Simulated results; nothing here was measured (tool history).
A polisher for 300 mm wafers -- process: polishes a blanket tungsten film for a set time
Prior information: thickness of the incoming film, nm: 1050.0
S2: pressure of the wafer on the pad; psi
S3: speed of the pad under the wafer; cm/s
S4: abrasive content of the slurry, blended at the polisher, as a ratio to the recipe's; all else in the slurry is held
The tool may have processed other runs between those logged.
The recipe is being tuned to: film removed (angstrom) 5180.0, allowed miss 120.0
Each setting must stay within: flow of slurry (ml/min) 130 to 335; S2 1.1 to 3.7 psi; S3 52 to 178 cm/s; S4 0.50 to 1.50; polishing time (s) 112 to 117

run 1 hour=0.0 | flow_of_slurry_(ml/min)=215 S2=2.4 S3=114 S4=1.00 polishing_time_(s)=112 | film_removed_(angstrom)=3662.6
run 2 hour=8.4 | flow_of_slurry_(ml/min)=220 S2=2.5 S3=114 S4=1.00 polishing_time_(s)=112 | film_removed_(angstrom)=3766.5
run 3 hour=10.5 | flow_of_slurry_(ml/min)=220 S2=2.1 S3=114 S4=1.00 polishing_time_(s)=112 | film_removed_(angstrom)=3432.1
run 4 hour=15.5 | flow_of_slurry_(ml/min)=225 S2=2.3 S3=114 S4=1.00 polishing_time_(s)=112 | film_removed_(angstrom)=3570.2
run 5 hour=21.1 | flow_of_slurry_(ml/min)=225 S2=2.5 S3=114 S4=1.00 polishing_time_(s)=112 | film_removed_(angstrom)=3769.7
run 6 hour=29.0 | flow_of_slurry_(ml/min)=225 S2=2.7 S3=114 S4=1.00 polishing_time_(s)=112 | film_removed_(angstrom)=3956.0
run 7 hour=30.7 | flow_of_slurry_(ml/min)=225 S2=2.8 S3=114 S4=1.00 polishing_time_(s)=112 | film_removed_(angstrom)=4061.1
run 8 hour=32.4 | flow_of_slurry_(ml/min)=225 S2=2.9 S3=114 S4=1.00 polishing_time_(s)=112 | film_removed_(angstrom)=4178.2
run 9 hour=39.9 | flow_of_slurry_(ml/min)=225 S2=3.0 S3=114 S4=1.00 polishing_time_(s)=112 | film_removed_(angstrom)=4247.7
run 10 hour=47.8 | flow_of_slurry_(ml/min)=225 S2=3.1 S3=114 S4=1.00 polishing_time_(s)=112 | film_removed_(angstrom)=4306.6
run 11 hour=54.8 | flow_of_slurry_(ml/min)=230 S2=3.2 S3=114 S4=1.00 polishing_time_(s)=112 | film_removed_(angstrom)=4427.5

Of the 4 settings listed for the next run, only one would bring every result within its allowed miss of target. Which one?
run A hour=61.8 | flow_of_slurry_(ml/min)=290 S2=3.5 S3=92 S4=1.10 polishing_time_(s)=112 | film_removed_(angstrom)=?
run B hour=61.8 | flow_of_slurry_(ml/min)=165 S2=3.6 S3=136 S4=1.05 polishing_time_(s)=112 | film_removed_(angstrom)=?
run C hour=61.8 | flow_of_slurry_(ml/min)=290 S2=3.3 S3=110 S4=1.10 polishing_time_(s)=117 | film_removed_(angstrom)=?
run D hour=61.8 | flow_of_slurry_(ml/min)=195 S2=3.3 S3=128 S4=1.00 polishing_time_(s)=117 | film_removed_(angstrom)=?

move=A film_removed_(angstrom)=4096.9
move=B film_removed_(angstrom)=5400.1
move=C film_removed_(angstrom)=4748.1
move=D film_removed_(angstrom)=5096.0
A: further off than the last run
B: carries the result that was furthest off beyond its target, to the other side
C: nearer than the last run, and not there yet
D: meets every target
The move that meets every target is D.

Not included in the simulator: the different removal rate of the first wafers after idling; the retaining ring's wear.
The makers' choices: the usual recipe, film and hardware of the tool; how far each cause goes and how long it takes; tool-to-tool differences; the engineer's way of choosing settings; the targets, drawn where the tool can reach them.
